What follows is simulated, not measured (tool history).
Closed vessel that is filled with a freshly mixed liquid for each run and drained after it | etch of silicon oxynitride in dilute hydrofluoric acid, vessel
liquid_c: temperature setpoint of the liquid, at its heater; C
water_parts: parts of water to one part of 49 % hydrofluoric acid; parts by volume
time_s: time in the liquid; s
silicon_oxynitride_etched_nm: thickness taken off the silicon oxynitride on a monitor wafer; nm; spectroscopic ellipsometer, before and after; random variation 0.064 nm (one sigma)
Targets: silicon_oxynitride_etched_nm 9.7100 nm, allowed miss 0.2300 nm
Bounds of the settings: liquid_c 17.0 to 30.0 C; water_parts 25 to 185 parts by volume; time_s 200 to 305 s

run,hour,liquid_c,water_parts,time_s,silicon_oxynitride_etched_nm
1,0.0,22.0,105,305,5.4813
2,5.0,22.0,105,305,5.4045
3,9.3,22.0,105,305,5.4480
4,14.9,22.0,120,305,4.7354
5,18.7,20.0,120,305,4.3319
6,27.7,20.0,120,200,2.8265
7,29.0,22.0,120,200,3.0967
8,37.5,23.0,110,200,3.6028
9,42.6,23.0,95,200,4.2095
10,49.3,24.0,80,205,5.4495

Which of these 4 next moves meets every target?
A,56.0,23.5,65,285,?
B,56.0,24.0,65,295,?
C,56.0,27.0,55,205,?
D,56.0,24.5,70,290,?

move,silicon_oxynitride_etched_nm
A,9.1456
B,9.6974
C,9.2792
D,9.0230
A: nearer than the last run, and not there yet
B: meets every target
C: nearer than the last run, and not there yet
D: nearer than the last run, and not there yet
Answer: B
